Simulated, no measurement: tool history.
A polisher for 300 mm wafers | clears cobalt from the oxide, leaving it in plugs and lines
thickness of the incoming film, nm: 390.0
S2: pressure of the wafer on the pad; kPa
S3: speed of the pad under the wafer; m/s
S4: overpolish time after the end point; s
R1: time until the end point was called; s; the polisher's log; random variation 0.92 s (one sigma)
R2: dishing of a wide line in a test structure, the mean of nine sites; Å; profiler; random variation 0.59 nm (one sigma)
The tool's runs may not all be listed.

run 1 hour=0 | flow_of_slurry_(ml/min)=130 S2=14.5 S3=1.06 S4=17 | R1=77.442 R2=481.07
run 2 hour=5.4 | flow_of_slurry_(ml/min)=105 S2=14.5 S3=1.06 S4=17 | R1=80.805 R2=472.37
run 3 hour=13.7 | flow_of_slurry_(ml/min)=105 S2=14.5 S3=1.06 S4=13 | R1=83.657 R2=405.16
run 4 hour=21.2 | flow_of_slurry_(ml/min)=110 S2=15.9 S3=1.06 S4=13 | R1=76.116 R2=423.37
run 5 hour=28.9 | flow_of_slurry_(ml/min)=110 S2=17.9 S3=1.06 S4=13 | R1=68.449 R2=458.57
run 6 hour=33.9 | flow_of_slurry_(ml/min)=115 S2=18.6 S3=1.08 S4=13 | R1=64.825 R2=466.05
run 7 hour=37.6 | flow_of_slurry_(ml/min)=115 S2=18.6 S3=1.08 S4=13 | R1=65.897 R2=473.54
run 8 hour=46.3 | flow_of_slurry_(ml/min)=120 S2=19.3 S3=1.12 S4=13 | R1=59.19 R2=484.21
run 9 hour=54.4 | flow_of_slurry_(ml/min)=120 S2=20 S3=1.12 S4=13 | R1=57.432 R2=498.52
run 10 hour=55.2 | flow_of_slurry_(ml/min)=120 S2=20.7 S3=1.14 S4=13 | R1=55.227 R2=509.69

Run 11 comes next. What will it give?
run 11 hour=62.1 | flow_of_slurry_(ml/min)=120 S2=20.7 S3=1.16 S4=13 | R1=? R2=?

{"run 11": {"R1": 54.434, "R2": 518.39}}
